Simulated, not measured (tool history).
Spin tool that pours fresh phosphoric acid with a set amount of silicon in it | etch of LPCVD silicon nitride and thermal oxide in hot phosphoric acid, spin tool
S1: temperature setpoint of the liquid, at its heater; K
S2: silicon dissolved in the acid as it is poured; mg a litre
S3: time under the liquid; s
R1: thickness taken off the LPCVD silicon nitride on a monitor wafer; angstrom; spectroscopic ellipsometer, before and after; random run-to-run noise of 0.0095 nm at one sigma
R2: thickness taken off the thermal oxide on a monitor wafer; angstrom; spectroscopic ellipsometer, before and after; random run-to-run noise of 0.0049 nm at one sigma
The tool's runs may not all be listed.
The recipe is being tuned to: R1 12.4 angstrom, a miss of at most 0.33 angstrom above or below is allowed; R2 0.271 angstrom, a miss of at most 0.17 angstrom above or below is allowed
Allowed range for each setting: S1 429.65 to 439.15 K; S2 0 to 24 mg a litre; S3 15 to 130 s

Run 1, day 0: S1 434.15 K, S2 10.5 mg a litre, S3 65 s. Result: R1 55.434 angstrom, R2 1.9097 angstrom.
Run 2, day 0.329: S1 434.15 K, S2 14 mg a litre, S3 65 s. Result: R1 54.052 angstrom, R2 1.8117 angstrom.
Run 3, day 0.392: S1 432.15 K, S2 14 mg a litre, S3 65 s. Result: R1 50.749 angstrom, R2 1.2833 angstrom.
Run 4, day 0.654: S1 431.15 K, S2 17.5 mg a litre, S3 50 s. Result: R1 37.837 angstrom, R2 0.91039 angstrom.
Run 5, day 1.017: S1 431.15 K, S2 12.5 mg a litre, S3 50 s. Result: R1 38.333 angstrom, R2 0.8459 angstrom.
Run 6, day 1.15: S1 430.65 K, S2 16.5 mg a litre, S3 40 s. Result: R1 29.644 angstrom, R2 0.74966 angstrom.
Run 7, day 1.212: S1 430.65 K, S2 16.5 mg a litre, S3 40 s. Result: R1 29.733 angstrom, R2 0.71598 angstrom.
Run 8, day 1.333: S1 430.15 K, S2 19 mg a litre, S3 30 s. Result: R1 22.496 angstrom, R2 0.49909 angstrom.
Run 9, day 1.533: S1 430.15 K, S2 20.5 mg a litre, S3 25 s. Result: R1 18.477 angstrom, R2 0.33818 angstrom.
Run 10, day 1.596: S1 430.15 K, S2 21.5 mg a litre, S3 20 s. Result: R1 14.647 angstrom, R2 0.26048 angstrom.
Run 11, day 1.804: S1 431.65 K, S2 22 mg a litre, S3 20 s. Result: R1 15.752 angstrom, R2 0.23083 angstrom.
Run 12, day 1.975: S1 431.15 K, S2 22.5 mg a litre, S3 20 s. Result: R1 15.183 angstrom, R2 0.31081 angstrom.
Run 13, day 2.025: S1 433.15 K, S2 23 mg a litre, S3 20 s. Result: R1 16.225 angstrom, R2 0.30273 angstrom.
Run 14, day 2.121: S1 432.15 K, S2 23.5 mg a litre, S3 20 s. Result: R1 15.82 angstrom, R2 0.30751 angstrom.

Of the 4 settings listed for the next run, only one would bring every result within its allowed miss of target. Which one?
Run A, day 2.217: S1 433.65 K, S2 24 mg a litre, S3 15 s. Result: R1 ?, R2 ?.
Run B, day 2.217: S1 439.15 K, S2 24 mg a litre, S3 15 s. Result: R1 ?, R2 ?.
Run C, day 2.217: S1 431.15 K, S2 18.5 mg a litre, S3 15 s. Result: R1 ?, R2 ?.
Run D, day 2.217: S1 431.15 K, S2 21 mg a litre, S3 15 s. Result: R1 ?, R2 ?.

move      R1       R2
   A  12.543  0.19766
   B  15.046  0.29531
   C  11.529  0.19325
   D  11.529  0.18001
A: meets every target
B: gains on the last run, yet a result remains outside its allowed miss
C: the result that was furthest off in the last run now lies on the other side of its target
D: the result that was furthest off in the last run now lies on the other side of its target
The move that meets every target is A.
